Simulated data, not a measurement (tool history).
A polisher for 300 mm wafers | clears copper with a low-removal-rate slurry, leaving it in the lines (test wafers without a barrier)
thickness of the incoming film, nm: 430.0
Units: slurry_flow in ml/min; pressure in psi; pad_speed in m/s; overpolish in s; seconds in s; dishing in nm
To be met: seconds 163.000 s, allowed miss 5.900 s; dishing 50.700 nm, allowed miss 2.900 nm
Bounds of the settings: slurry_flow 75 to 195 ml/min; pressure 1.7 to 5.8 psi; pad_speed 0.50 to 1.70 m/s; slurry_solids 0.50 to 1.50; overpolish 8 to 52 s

Run 1, hour 0.0: slurry_flow 125 ml/min, pressure 3.7 psi, pad_speed 1.10 m/s, slurry_solids 1.00, overpolish 26 s. Result: seconds 92.728 s, dishing 65.046 nm.
Run 2, hour 6.5: slurry_flow 105 ml/min, pressure 3.7 psi, pad_speed 1.10 m/s, slurry_solids 1.00, overpolish 26 s. Result: seconds 95.563 s, dishing 64.313 nm.
Run 3, hour 8.4: slurry_flow 105 ml/min, pressure 3.7 psi, pad_speed 0.96 m/s, slurry_solids 1.00, overpolish 26 s. Result: seconds 108.660 s, dishing 58.883 nm.
Run 4, hour 12.0: slurry_flow 105 ml/min, pressure 3.7 psi, pad_speed 0.96 m/s, slurry_solids 1.00, overpolish 35 s. Result: seconds 111.370 s, dishing 68.749 nm.
Run 5, hour 19.2: slurry_flow 105 ml/min, pressure 3.7 psi, pad_speed 1.14 m/s, slurry_solids 1.00, overpolish 35 s. Result: seconds 93.521 s, dishing 76.700 nm.
Run 6, hour 20.9: slurry_flow 105 ml/min, pressure 3.7 psi, pad_speed 1.14 m/s, slurry_solids 1.20, overpolish 35 s. Result: seconds 88.129 s, dishing 78.496 nm.
Run 7, hour 24.7: slurry_flow 105 ml/min, pressure 3.4 psi, pad_speed 1.14 m/s, slurry_solids 1.20, overpolish 35 s. Result: seconds 92.746 s, dishing 75.414 nm.
Run 8, hour 30.0: slurry_flow 105 ml/min, pressure 3.2 psi, pad_speed 1.12 m/s, slurry_solids 1.20, overpolish 35 s. Result: seconds 100.470 s, dishing 72.983 nm.
Run 9, hour 38.9: slurry_flow 105 ml/min, pressure 3.0 psi, pad_speed 1.10 m/s, slurry_solids 1.20, overpolish 34 s. Result: seconds 107.520 s, dishing 69.066 nm.
Run 10, hour 44.0: slurry_flow 95 ml/min, pressure 2.0 psi, pad_speed 1.02 m/s, slurry_solids 1.20, overpolish 31 s. Result: seconds 154.940 s, dishing 49.006 nm.

4 next moves are on the table. One of them brings every result within its allowed miss. Which?
Run A, hour 49.1: slurry_flow 110 ml/min, pressure 1.8 psi, pad_speed 1.04 m/s, slurry_solids 1.50, overpolish 39 s. Result: seconds ?, dishing ?.
Run B, hour 49.1: slurry_flow 130 ml/min, pressure 1.7 psi, pad_speed 1.06 m/s, slurry_solids 1.10, overpolish 33 s. Result: seconds ?, dishing ?.
Run C, hour 49.1: slurry_flow 75 ml/min, pressure 2.0 psi, pad_speed 1.08 m/s, slurry_solids 1.35, overpolish 26 s. Result: seconds ?, dishing ?.
Run D, hour 49.1: slurry_flow 90 ml/min, pressure 2.2 psi, pad_speed 0.90 m/s, slurry_solids 1.30, overpolish 28 s. Result: seconds ?, dishing ?.

move  seconds  dishing
   A  154.750   59.066
   B  164.120   50.906
   C  153.600   45.438
   D  167.570   45.187
A: further off than the last run
B: meets every target
C: further off than the last run
D: brings the result that was furthest off to its target, and leaves another outside
Answer: B

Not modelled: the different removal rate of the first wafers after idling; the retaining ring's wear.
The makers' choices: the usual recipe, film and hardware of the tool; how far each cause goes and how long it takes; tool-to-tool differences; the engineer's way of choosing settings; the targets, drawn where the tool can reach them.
